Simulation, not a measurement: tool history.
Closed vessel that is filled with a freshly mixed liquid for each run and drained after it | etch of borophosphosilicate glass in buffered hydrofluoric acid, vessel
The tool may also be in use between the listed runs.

run,hour,temperature setpoint of the liquid (°C),parts of 40 % ammonium fluoride to one part of 49 % hydrofluoric acid (parts by volume),time in the liquid (s),thickness taken off the borophosphosilicate glass on a monitor wafer (Å)
1,0,21,23,30,269.29
2,6.7,22,23,30,284.5
3,12.9,22,23,30,282.63
4,21.2,22,23,30,281.4
5,28,22,29,30,243.37
6,32.3,24,29,30,269.99
7,41.4,24.5,28.5,30,281.53
8,44.3,25,28,30,292.1
9,53.3,25.5,27.5,30,304.2
10,61.5,26,27,30,316.69

The next listed run, before its measurement:
11,66.3,26.5,26.5,30,?

thickness taken off the borophosphosilicate glass on a monitor wafer (Å): 329.84
